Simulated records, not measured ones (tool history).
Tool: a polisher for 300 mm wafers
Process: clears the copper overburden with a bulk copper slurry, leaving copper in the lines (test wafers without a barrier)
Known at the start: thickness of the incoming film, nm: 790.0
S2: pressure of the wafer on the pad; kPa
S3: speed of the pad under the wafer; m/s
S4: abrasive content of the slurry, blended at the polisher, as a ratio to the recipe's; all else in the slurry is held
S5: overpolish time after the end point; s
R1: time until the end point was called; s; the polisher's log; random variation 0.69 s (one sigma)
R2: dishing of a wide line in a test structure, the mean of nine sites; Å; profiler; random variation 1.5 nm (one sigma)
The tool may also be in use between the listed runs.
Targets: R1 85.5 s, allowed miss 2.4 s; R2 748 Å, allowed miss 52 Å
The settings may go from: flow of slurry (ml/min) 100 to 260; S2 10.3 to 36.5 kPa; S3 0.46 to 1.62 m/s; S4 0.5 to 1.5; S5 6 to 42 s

{"run": 1, "hour": 0.0, "flow of slurry (ml/min)": 165, "S2": 23.4, "S3": 1.04, "S4": 1, "S5": 21, "R1": 61.011, "R2": 892.53}
{"run": 2, "hour": 8.0, "flow of slurry (ml/min)": 165, "S2": 23.4, "S3": 0.82, "S4": 1, "S5": 21, "R1": 69.749, "R2": 853.22}
{"run": 3, "hour": 9.5, "flow of slurry (ml/min)": 165, "S2": 23.4, "S3": 1, "S4": 1, "S5": 21, "R1": 61.893, "R2": 860.29}
{"run": 4, "hour": 17.7, "flow of slurry (ml/min)": 155, "S2": 21.4, "S3": 1, "S4": 1, "S5": 21, "R1": 68.051, "R2": 827.05}
{"run": 5, "hour": 18.9, "flow of slurry (ml/min)": 155, "S2": 21.4, "S3": 1.24, "S4": 1, "S5": 21, "R1": 59.75, "R2": 846.78}
{"run": 6, "hour": 27.3, "flow of slurry (ml/min)": 150, "S2": 19.3, "S3": 1.24, "S4": 1, "S5": 22, "R1": 66.038, "R2": 833.67}
{"run": 7, "hour": 36.3, "flow of slurry (ml/min)": 145, "S2": 17.9, "S3": 1.24, "S4": 1, "S5": 22, "R1": 70.967, "R2": 812.73}
{"run": 8, "hour": 38.1, "flow of slurry (ml/min)": 140, "S2": 16.5, "S3": 1.24, "S4": 1, "S5": 22, "R1": 76.535, "R2": 787.66}
{"run": 9, "hour": 43.5, "flow of slurry (ml/min)": 135, "S2": 15.9, "S3": 1.24, "S4": 1, "S5": 22, "R1": 80.573, "R2": 783.68}
{"run": 10, "hour": 50.2, "flow of slurry (ml/min)": 135, "S2": 15.9, "S3": 1.24, "S4": 1, "S5": 22, "R1": 80.765, "R2": 763.08}
{"run": 11, "hour": 57.2, "flow of slurry (ml/min)": 125, "S2": 15.9, "S3": 1.24, "S4": 1, "S5": 22, "R1": 80.438, "R2": 753.74}
{"run": 12, "hour": 59.1, "flow of slurry (ml/min)": 120, "S2": 15.9, "S3": 1.24, "S4": 1, "S5": 22, "R1": 81.359, "R2": 734.84}
{"run": 13, "hour": 64.2, "flow of slurry (ml/min)": 115, "S2": 15.9, "S3": 1.24, "S4": 1, "S5": 23, "R1": 81.697, "R2": 752.22}

Which of these 5 next moves meets every target?
{"run": "A", "hour": 69.3, "flow of slurry (ml/min)": 100, "S2": 19.3, "S3": 0.96, "S4": 1.45, "S5": 20, "R1": "?", "R2": "?"}
{"run": "B", "hour": 69.3, "flow of slurry (ml/min)": 120, "S2": 14.5, "S3": 1.18, "S4": 1, "S5": 36, "R1": "?", "R2": "?"}
{"run": "C", "hour": 69.3, "flow of slurry (ml/min)": 105, "S2": 17.9, "S3": 1.18, "S4": 0.6, "S5": 21, "R1": "?", "R2": "?"}
{"run": "D", "hour": 69.3, "flow of slurry (ml/min)": 135, "S2": 14.5, "S3": 1.32, "S4": 0.85, "S5": 38, "R1": "?", "R2": "?"}
{"run": "E", "hour": 69.3, "flow of slurry (ml/min)": 115, "S2": 13.8, "S3": 1.56, "S4": 1, "S5": 25, "R1": "?", "R2": "?"}

move=A R1=76.777 R2=754.97
move=B R1=90.675 R2=820.02
move=C R1=84.86 R2=731.29
move=D R1=85.248 R2=838.52
move=E R1=79.23 R2=765.73
A: further off than the last run
B: takes the result that was furthest off past its target
C: meets every target
D: brings the result that was furthest off to its target, and leaves another outside
E: further off than the last run
Answer: C
